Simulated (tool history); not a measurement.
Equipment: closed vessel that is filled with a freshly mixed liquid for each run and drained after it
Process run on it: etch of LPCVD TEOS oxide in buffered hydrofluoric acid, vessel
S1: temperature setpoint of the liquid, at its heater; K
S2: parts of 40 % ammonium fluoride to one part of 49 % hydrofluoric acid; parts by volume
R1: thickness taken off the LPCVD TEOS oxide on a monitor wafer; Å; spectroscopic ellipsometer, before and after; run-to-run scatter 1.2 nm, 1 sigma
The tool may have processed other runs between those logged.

run 1 hour=0 | S1=293.15 S2=18 time_in_the_liquid_(s)=100 | R1=1676.2
run 2 hour=0.7 | S1=295.65 S2=16 time_in_the_liquid_(s)=100 | R1=2170.8
run 3 hour=7 | S1=295.65 S2=16 time_in_the_liquid_(s)=100 | R1=2179.2
run 4 hour=9.1 | S1=295.65 S2=20 time_in_the_liquid_(s)=100 | R1=1755
run 5 hour=13.8 | S1=297.15 S2=17.5 time_in_the_liquid_(s)=100 | R1=2160.9
run 6 hour=15.2 | S1=297.15 S2=21.5 time_in_the_liquid_(s)=100 | R1=1801.6
run 7 hour=20.6 | S1=298.15 S2=18.5 time_in_the_liquid_(s)=100 | R1=2159.2

What does the tool deliver on the next run?
run 8 hour=26.5 | S1=299.15 S2=16 time_in_the_liquid_(s)=100 | R1=?

R1: 2626.4 Å

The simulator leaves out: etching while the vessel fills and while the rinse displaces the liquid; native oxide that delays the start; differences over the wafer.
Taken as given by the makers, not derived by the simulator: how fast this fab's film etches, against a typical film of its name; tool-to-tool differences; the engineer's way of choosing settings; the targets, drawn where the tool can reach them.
